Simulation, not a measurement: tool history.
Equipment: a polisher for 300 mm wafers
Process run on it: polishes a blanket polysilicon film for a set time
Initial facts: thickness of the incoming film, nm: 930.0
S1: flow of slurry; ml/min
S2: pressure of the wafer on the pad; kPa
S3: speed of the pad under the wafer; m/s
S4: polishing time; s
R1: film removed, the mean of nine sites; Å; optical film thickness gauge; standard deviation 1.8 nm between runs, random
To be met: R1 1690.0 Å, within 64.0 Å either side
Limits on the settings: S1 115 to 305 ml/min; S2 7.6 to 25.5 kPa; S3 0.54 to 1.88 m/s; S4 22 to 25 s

run,hour,S1,S2,S3,S4,R1
1,0.0,195,16.5,1.20,25,2137.8
2,9.0,195,15.9,1.20,25,2047.1
3,12.7,215,15.9,1.20,25,2131.3
4,17.3,180,15.9,1.20,25,2044.2
5,19.0,180,15.9,1.20,22,1799.3
6,25.4,180,17.2,1.20,22,1943.8
7,26.8,170,16.5,1.20,22,1874.0
8,29.3,165,15.9,1.20,22,1797.1

Which one of the following 5 next-run settings gets every result inside its allowed miss? There is exactly one.
A,31.8,175,14.5,1.22,22,?
B,31.8,160,18.6,0.82,23,?
C,31.8,125,15.2,1.10,22,?
D,31.8,170,16.5,1.18,22,?
E,31.8,155,15.9,1.04,22,?

move,R1
A,1689.9
B,1596.7
C,1552.6
D,1851.1
E,1586.4
A: every result lands within tolerance
B: takes the biggest miss from the last run beyond its target
C: takes the biggest miss from the last run beyond its target
D: further off than the last run
E: takes the biggest miss from the last run beyond its target
So the answer is move A, the one that meets all the targets.
